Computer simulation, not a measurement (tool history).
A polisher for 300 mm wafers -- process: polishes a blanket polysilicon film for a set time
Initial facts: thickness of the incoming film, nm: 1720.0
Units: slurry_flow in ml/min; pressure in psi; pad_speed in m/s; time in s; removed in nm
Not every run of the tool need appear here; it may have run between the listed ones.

run	hour	slurry_flow	pressure	pad_speed	time	removed
1	0.0	165	2.1	1.24	94	587.33
2	9.0	175	2.2	1.24	94	623.47
3	16.3	175	2.2	1.36	94	683.23
4	20.4	185	2.3	1.36	94	708.89
5	22.3	185	2.4	1.36	94	741.47
6	23.8	185	2.1	1.36	94	647.36

The next listed run, before its measurement:
7	31.7	185	2.2	1.36	94	?

removed: 677.13 nm
